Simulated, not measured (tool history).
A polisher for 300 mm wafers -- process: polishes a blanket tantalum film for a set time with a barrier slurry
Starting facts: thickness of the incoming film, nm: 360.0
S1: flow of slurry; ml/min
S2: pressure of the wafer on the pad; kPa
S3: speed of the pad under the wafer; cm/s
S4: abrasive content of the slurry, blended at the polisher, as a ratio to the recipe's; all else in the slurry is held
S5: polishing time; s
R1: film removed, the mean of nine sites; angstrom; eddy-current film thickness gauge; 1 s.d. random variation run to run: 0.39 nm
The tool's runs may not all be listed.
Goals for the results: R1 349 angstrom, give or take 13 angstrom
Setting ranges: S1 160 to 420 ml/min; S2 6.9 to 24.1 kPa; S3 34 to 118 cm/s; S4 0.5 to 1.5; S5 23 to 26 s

{"run": 1, "hour": 0.0, "S1": 270, "S2": 15.2, "S3": 76, "S4": 1, "S5": 26, "R1": 425.57}
{"run": 2, "hour": 3.3, "S1": 270, "S2": 18.6, "S3": 76, "S4": 1, "S5": 26, "R1": 510.78}
{"run": 3, "hour": 10.5, "S1": 310, "S2": 18.6, "S3": 76, "S4": 1, "S5": 26, "R1": 521.92}
{"run": 4, "hour": 12.8, "S1": 310, "S2": 18.6, "S3": 94, "S4": 1, "S5": 26, "R1": 634.22}
{"run": 5, "hour": 17.4, "S1": 310, "S2": 16.5, "S3": 94, "S4": 1, "S5": 26, "R1": 569.47}
{"run": 6, "hour": 20.4, "S1": 310, "S2": 16.5, "S3": 94, "S4": 1.1, "S5": 26, "R1": 590.85}
{"hour": 25.5, "done": "slurry nozzle cleaned"}
{"run": 7, "hour": 25.5, "S1": 310, "S2": 14.5, "S3": 94, "S4": 1.1, "S5": 26, "R1": 540.33}
{"run": 8, "hour": 31.7, "S1": 310, "S2": 13.1, "S3": 92, "S4": 1.1, "S5": 26, "R1": 469.74}
{"run": 9, "hour": 34.8, "S1": 310, "S2": 12.4, "S3": 92, "S4": 1.1, "S5": 26, "R1": 454.82}

Next run, 5 choices. One meets every target within its allowed miss, the rest don't. Which?
{"run": "A", "hour": 37.9, "S1": 380, "S2": 9.7, "S3": 92, "S4": 0.8, "S5": 25, "R1": "?"}
{"run": "B", "hour": 37.9, "S1": 395, "S2": 11, "S3": 88, "S4": 1.05, "S5": 23, "R1": "?"}
{"run": "C", "hour": 37.9, "S1": 310, "S2": 10.3, "S3": 84, "S4": 1.05, "S5": 23, "R1": "?"}
{"run": "D", "hour": 37.9, "S1": 275, "S2": 9.7, "S3": 100, "S4": 0.9, "S5": 23, "R1": "?"}
{"run": "E", "hour": 37.9, "S1": 270, "S2": 10.3, "S3": 88, "S4": 1, "S5": 23, "R1": "?"}

move=A R1=314.2
move=B R1=347.95
move=C R1=307.08
move=D R1=317.61
move=E R1=311.37
A: carries the result that was furthest off beyond its target, to the other side
B: hits every target within its allowed miss
C: carries the result that was furthest off beyond its target, to the other side
D: carries the result that was furthest off beyond its target, to the other side
E: carries the result that was furthest off beyond its target, to the other side
Correct choice: B, which meets every target
